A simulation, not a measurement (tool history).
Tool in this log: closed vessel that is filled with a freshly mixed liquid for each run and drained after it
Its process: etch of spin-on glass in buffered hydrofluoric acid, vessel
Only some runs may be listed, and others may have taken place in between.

run	hour	temperature setpoint of the liquid (°C)	parts of 40 % ammonium fluoride to one part of 49 % hydrofluoric acid (parts by volume)	time in the liquid (s)	thickness taken off the spin-on glass on a monitor wafer (Å)
1	0	22	12	85	3774.2
2	4.1	23.5	10.5	85	4672
3	10.9	23.5	7.5	85	6411.3
4	11.9	26.5	7.5	85	7549.7
5	20.9	26.5	7.5	85	7538.2
6	23.6	28.5	7.5	85	8349.8
7	27.6	29	7	85	9295.1

What will run 8 give?
8	33.2	29.5	6.5	85	?

{"run 8": {"thickness taken off the spin-on glass on a monitor wafer (Å)": 10156}}

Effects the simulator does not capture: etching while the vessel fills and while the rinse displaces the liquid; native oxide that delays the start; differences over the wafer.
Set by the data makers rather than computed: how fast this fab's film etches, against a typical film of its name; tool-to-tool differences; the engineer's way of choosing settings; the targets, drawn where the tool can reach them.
